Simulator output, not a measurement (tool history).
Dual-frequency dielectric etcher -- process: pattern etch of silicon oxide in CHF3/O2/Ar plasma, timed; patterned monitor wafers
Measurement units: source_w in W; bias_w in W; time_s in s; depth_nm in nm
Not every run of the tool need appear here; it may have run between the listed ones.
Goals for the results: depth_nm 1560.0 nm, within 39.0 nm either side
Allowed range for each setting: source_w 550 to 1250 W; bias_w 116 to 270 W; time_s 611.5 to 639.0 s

| run | day | source_w | bias_w | time_s | depth_nm |
|---|---|---|---|---|---|
| 1 | 0.000 | 900 | 193 | 611.5 | 1384.0 |
| 2 | 0.096 | 900 | 193 | 639.0 | 1435.8 |
| 3 | 0.354 | 930 | 195 | 639.0 | 1457.8 |
| 4 | 0.617 | 930 | 170 | 639.0 | 1369.6 |
| 5 | 0.908 | 800 | 170 | 639.0 | 1301.1 |
| 6 | 0.942 | 800 | 198 | 639.0 | 1398.2 |
| 7 | 1.183 | 840 | 200 | 639.0 | 1427.7 |
| 8 | 1.421 | 870 | 202 | 639.0 | 1458.5 |

Consider the 5 candidate settings below. Which is the only one whose results all fall within their allowed miss of target?
| A | 1.658 | 990 | 240 | 639.0 | ? |
| B | 1.658 | 970 | 229 | 619.0 | ? |
| C | 1.658 | 1220 | 219 | 623.5 | ? |
| D | 1.658 | 850 | 191 | 611.5 | ? |
| E | 1.658 | 730 | 227 | 639.0 | ? |

| move | depth_nm |
|---|---|
| A | 1646.4 |
| B | 1549.3 |
| C | 1650.0 |
| D | 1342.2 |
| E | 1453.3 |
A: pushes the last run's worst result past its target
B: all results in spec
C: pushes the last run's worst result past its target
D: its largest miss is bigger than the last run's
E: its largest miss is bigger than the last run's
B meets every target.
